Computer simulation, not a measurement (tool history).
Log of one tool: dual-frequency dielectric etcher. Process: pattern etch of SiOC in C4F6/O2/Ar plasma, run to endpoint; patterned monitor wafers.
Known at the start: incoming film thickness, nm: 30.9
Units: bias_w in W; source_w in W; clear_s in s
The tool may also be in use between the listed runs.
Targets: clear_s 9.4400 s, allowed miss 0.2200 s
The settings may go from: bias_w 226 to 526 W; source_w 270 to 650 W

{"run": 1, "day": 0.0, "bias_w": 376, "source_w": 460, "clear_s": 10.426}
{"run": 2, "day": 0.312, "bias_w": 399, "source_w": 470, "clear_s": 10.029}
{"run": 3, "day": 0.421, "bias_w": 412, "source_w": 470, "clear_s": 9.9165}
{"run": 4, "day": 0.479, "bias_w": 379, "source_w": 470, "clear_s": 10.323}
{"run": 5, "day": 0.854, "bias_w": 379, "source_w": 440, "clear_s": 10.511}
{"run": 6, "day": 1.075, "bias_w": 351, "source_w": 440, "clear_s": 10.882}
{"run": 7, "day": 1.408, "bias_w": 426, "source_w": 480, "clear_s": 9.7753}
{"run": 8, "day": 1.708, "bias_w": 434, "source_w": 480, "clear_s": 9.676}

4 next moves are on the table. One of them brings every result within its allowed miss. Which?
{"run": "A", "day": 2.008, "bias_w": 418, "source_w": 460, "clear_s": "?"}
{"run": "B", "day": 2.008, "bias_w": 406, "source_w": 610, "clear_s": "?"}
{"run": "C", "day": 2.008, "bias_w": 422, "source_w": 440, "clear_s": "?"}
{"run": "D", "day": 2.008, "bias_w": 443, "source_w": 510, "clear_s": "?"}

move=A clear_s=9.9749
move=B clear_s=8.8801
move=C clear_s=10.1480
move=D clear_s=9.3298
A: further off than the last run
B: takes the result that was furthest off past its target
C: further off than the last run
D: meets every target
Move D is the one to make.

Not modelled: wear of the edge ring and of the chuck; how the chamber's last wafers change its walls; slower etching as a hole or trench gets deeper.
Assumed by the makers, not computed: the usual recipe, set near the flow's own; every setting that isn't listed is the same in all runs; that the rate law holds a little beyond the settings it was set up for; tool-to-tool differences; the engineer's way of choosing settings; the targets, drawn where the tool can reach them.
